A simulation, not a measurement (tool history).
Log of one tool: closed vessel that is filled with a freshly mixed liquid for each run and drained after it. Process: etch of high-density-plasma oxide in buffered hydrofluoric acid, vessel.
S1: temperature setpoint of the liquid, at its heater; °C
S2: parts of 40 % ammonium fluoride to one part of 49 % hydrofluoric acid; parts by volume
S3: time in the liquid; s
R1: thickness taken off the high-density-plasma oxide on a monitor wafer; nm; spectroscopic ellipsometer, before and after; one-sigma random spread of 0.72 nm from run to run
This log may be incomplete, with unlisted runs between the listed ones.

run 1 hour=0.0 | S1=25.0 S2=17.0 S3=100 | R1=82.996
run 2 hour=2.1 | S1=28.5 S2=17.0 S3=100 | R1=100.390
run 3 hour=4.5 | S1=28.5 S2=14.0 S3=100 | R1=121.890
run 4 hour=9.9 | S1=28.5 S2=10.0 S3=100 | R1=169.660
run 5 hour=15.0 | S1=28.5 S2=14.0 S3=100 | R1=121.770
run 6 hour=21.2 | S1=28.5 S2=9.5 S3=100 | R1=177.120
run 7 hour=23.5 | S1=26.5 S2=9.5 S3=100 | R1=159.120

Estimate the outcome of run 8 from the log above:
run 8 hour=26.2 | S1=25.0 S2=9.5 S3=100 | R1=?

{"run 8": {"R1": 147.98}}
